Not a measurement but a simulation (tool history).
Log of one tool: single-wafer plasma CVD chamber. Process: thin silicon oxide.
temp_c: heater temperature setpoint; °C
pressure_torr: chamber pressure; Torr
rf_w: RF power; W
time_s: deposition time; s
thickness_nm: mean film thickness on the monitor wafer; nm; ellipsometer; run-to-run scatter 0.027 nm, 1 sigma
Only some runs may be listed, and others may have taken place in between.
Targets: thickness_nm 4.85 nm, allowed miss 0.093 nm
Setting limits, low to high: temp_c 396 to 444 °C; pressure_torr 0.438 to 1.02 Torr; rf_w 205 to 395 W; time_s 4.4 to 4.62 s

run 1 hour=0 | temp_c=420 pressure_torr=0.729 rf_w=300 time_s=4.62 | thickness_nm=7.1851
run 2 hour=5.1 | temp_c=420 pressure_torr=0.669 rf_w=300 time_s=4.62 | thickness_nm=6.6489
run 3 hour=5.7 | temp_c=416 pressure_torr=0.669 rf_w=300 time_s=4.62 | thickness_nm=6.6521
run 4 hour=6.4 | temp_c=416 pressure_torr=0.74 rf_w=300 time_s=4.62 | thickness_nm=7.3486
run 5 hour=15 | temp_c=426 pressure_torr=0.74 rf_w=300 time_s=4.62 | thickness_nm=7.3571
run 6 hour=17.6 | temp_c=432 pressure_torr=0.74 rf_w=300 time_s=4.62 | thickness_nm=7.2535
run 7 hour=19.1 | temp_c=432 pressure_torr=0.678 rf_w=300 time_s=4.62 | thickness_nm=6.6785
run 8 hour=27.3 | temp_c=432 pressure_torr=0.629 rf_w=300 time_s=4.62 | thickness_nm=6.1727
run 9 hour=34.4 | temp_c=432 pressure_torr=0.594 rf_w=300 time_s=4.62 | thickness_nm=5.802
run 10 hour=40 | temp_c=432 pressure_torr=0.569 rf_w=300 time_s=4.62 | thickness_nm=5.5805

Consider the 4 candidate settings below. Which is the only one whose results all fall within their allowed miss of target?
run A hour=45.6 | temp_c=436 pressure_torr=0.522 rf_w=285 time_s=4.47 | thickness_nm=?
run B hour=45.6 | temp_c=436 pressure_torr=0.481 rf_w=315 time_s=4.5 | thickness_nm=?
run C hour=45.6 | temp_c=433 pressure_torr=0.709 rf_w=295 time_s=4.4 | thickness_nm=?
run D hour=45.6 | temp_c=432 pressure_torr=0.498 rf_w=275 time_s=4.47 | thickness_nm=?

move=A thickness_nm=4.7979
move=B thickness_nm=4.5894
move=C thickness_nm=6.5135
move=D thickness_nm=4.5285
A: each result inside its tolerance
B: takes the biggest miss from the last run beyond its target
C: the biggest miss grows against the last run
D: takes the biggest miss from the last run beyond its target
The right move is A.
